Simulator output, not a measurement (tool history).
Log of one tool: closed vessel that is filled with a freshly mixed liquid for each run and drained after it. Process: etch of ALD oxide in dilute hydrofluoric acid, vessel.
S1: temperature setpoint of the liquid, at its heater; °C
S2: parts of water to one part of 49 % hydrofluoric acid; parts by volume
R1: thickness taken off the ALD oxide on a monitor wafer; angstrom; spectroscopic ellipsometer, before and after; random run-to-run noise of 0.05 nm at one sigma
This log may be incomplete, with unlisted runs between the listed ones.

run 1 hour=0 | S1=23 S2=200 time_in_the_liquid_(s)=160 | R1=139.95
run 2 hour=2.2 | S1=22 S2=215 time_in_the_liquid_(s)=160 | R1=123.55
run 3 hour=5.8 | S1=22 S2=215 time_in_the_liquid_(s)=160 | R1=122.31
run 4 hour=14.6 | S1=21 S2=225 time_in_the_liquid_(s)=160 | R1=113.28
run 5 hour=18.4 | S1=20 S2=235 time_in_the_liquid_(s)=160 | R1=102.56
run 6 hour=21.1 | S1=19.5 S2=245 time_in_the_liquid_(s)=160 | R1=95.757

Estimate the outcome of run 7 from the log above:
run 7 hour=28.8 | S1=19 S2=250 time_in_the_liquid_(s)=160 | R1=?

R1: 91.524 angstrom
